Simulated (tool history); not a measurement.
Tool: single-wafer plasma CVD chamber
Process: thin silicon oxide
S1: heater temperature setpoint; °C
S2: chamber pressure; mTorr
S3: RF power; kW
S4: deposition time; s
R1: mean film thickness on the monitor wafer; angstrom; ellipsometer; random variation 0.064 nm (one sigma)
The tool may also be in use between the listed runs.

Run 1, hour 0.0: S1 385 °C, S2 593 mTorr, S3 0.345 kW, S4 9.39 s. Result: R1 138.87 angstrom.
Run 2, hour 6.5: S1 385 °C, S2 682 mTorr, S3 0.345 kW, S4 9.39 s. Result: R1 155.71 angstrom.
Run 3, hour 14.2: S1 378 °C, S2 682 mTorr, S3 0.345 kW, S4 9.39 s. Result: R1 155.42 angstrom.
Run 4, hour 16.1: S1 378 °C, S2 695 mTorr, S3 0.345 kW, S4 9.39 s. Result: R1 158.28 angstrom.
Run 5, hour 18.1: S1 378 °C, S2 751 mTorr, S3 0.345 kW, S4 9.39 s. Result: R1 168.90 angstrom.
Run 6, hour 22.1: S1 378 °C, S2 743 mTorr, S3 0.345 kW, S4 9.39 s. Result: R1 167.20 angstrom.

Forecast run 7:
Run 7, hour 26.9: S1 378 °C, S2 743 mTorr, S3 0.345 kW, S4 9.39 s. Result: R1 ?.

Run 7 gave R1 166.54 angstrom.

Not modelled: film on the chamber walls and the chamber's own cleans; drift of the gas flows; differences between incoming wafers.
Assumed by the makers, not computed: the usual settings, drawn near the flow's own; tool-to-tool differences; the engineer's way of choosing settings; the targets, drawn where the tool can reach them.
